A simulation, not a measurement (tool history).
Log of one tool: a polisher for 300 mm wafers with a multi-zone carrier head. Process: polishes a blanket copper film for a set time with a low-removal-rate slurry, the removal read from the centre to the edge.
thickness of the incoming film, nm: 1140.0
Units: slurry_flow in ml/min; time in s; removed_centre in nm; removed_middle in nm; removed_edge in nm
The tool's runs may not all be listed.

run 1 day=0 | slurry_flow=230 centre_zone=1 middle_zone=1 edge_zone=1 slurry_solids=1 time=86 | removed_centre=390.79 removed_middle=386.1 removed_edge=390.45
run 2 day=0.092 | slurry_flow=230 centre_zone=0.92 middle_zone=1 edge_zone=1 slurry_solids=1 time=86 | removed_centre=363.83 removed_middle=377 removed_edge=387.08
run 3 day=0.425 | slurry_flow=285 centre_zone=0.92 middle_zone=1 edge_zone=1 slurry_solids=1 time=86 | removed_centre=371.09 removed_middle=394.29 removed_edge=389.8
run 4 day=0.454 | slurry_flow=285 centre_zone=0.92 middle_zone=1 edge_zone=1 slurry_solids=1 time=101 | removed_centre=426.04 removed_middle=466.99 removed_edge=456.34
run 5 day=0.708 | slurry_flow=290 centre_zone=0.95 middle_zone=1 edge_zone=0.99 slurry_solids=1 time=101 | removed_centre=448.29 removed_middle=457.26 removed_edge=467.71
run 6 day=1.075 | slurry_flow=295 centre_zone=0.97 middle_zone=1.03 edge_zone=0.97 slurry_solids=1 time=101 | removed_centre=456.41 removed_middle=469.56 removed_edge=454.58
run 7 day=1.338 | slurry_flow=295 centre_zone=0.98 middle_zone=1.04 edge_zone=0.96 slurry_solids=1 time=101 | removed_centre=450.61 removed_middle=474.74 removed_edge=463.52
run 8 day=1.438 | slurry_flow=360 centre_zone=1.08 middle_zone=1.06 edge_zone=0.86 slurry_solids=0.85 time=100 | removed_centre=483.16 removed_middle=468.08 removed_edge=427.84

Run 9 comes next. What will it give?
run 9 day=1.779 | slurry_flow=360 centre_zone=1.07 middle_zone=1.06 edge_zone=0.87 slurry_solids=0.85 time=100 | removed_centre=? removed_middle=? removed_edge=?

{"run 9": {"removed_centre": 484.45, "removed_middle": 466.77, "removed_edge": 429.05}}

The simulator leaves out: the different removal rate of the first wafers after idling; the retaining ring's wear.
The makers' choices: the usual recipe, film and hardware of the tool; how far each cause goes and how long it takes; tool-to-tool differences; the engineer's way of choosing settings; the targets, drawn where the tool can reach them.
